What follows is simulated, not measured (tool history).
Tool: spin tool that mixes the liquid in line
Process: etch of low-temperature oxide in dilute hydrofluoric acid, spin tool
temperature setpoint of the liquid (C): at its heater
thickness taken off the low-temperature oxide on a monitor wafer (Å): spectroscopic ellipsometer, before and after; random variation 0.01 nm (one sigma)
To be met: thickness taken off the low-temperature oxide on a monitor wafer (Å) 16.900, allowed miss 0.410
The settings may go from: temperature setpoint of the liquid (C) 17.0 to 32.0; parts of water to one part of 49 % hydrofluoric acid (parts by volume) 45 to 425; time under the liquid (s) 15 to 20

run	hour	temperature setpoint of the liquid (C)	parts of water to one part of 49 % hydrofluoric acid (parts by volume)	time under the liquid (s)	thickness taken off the low-temperature oxide on a monitor wafer (Å)
1	0.0	24.0	235	20	25.740
2	6.0	24.0	270	20	21.814
3	7.9	22.5	270	20	20.667
4	8.6	20.5	270	20	19.212
5	16.3	20.0	270	20	18.654
6	23.3	19.5	270	20	18.474
7	25.4	19.0	270	20	18.213
8	31.4	18.5	270	20	17.671
9	36.2	18.0	270	20	17.417

5 next moves are on the table. One of them brings every result within its allowed miss. Which?
A	41.0	20.5	225	15	?
B	41.0	17.0	260	20	?
C	41.0	17.5	215	15	?
D	41.0	17.5	255	20	?
E	41.0	23.5	310	20	?

move	thickness taken off the low-temperature oxide on a monitor wafer (Å)
A	18.032
B	17.627
C	16.966
D	18.403
E	17.933
A: further off than the last run
B: further off than the last run
C: meets every target
D: further off than the last run
E: further off than the last run
The right move is C.

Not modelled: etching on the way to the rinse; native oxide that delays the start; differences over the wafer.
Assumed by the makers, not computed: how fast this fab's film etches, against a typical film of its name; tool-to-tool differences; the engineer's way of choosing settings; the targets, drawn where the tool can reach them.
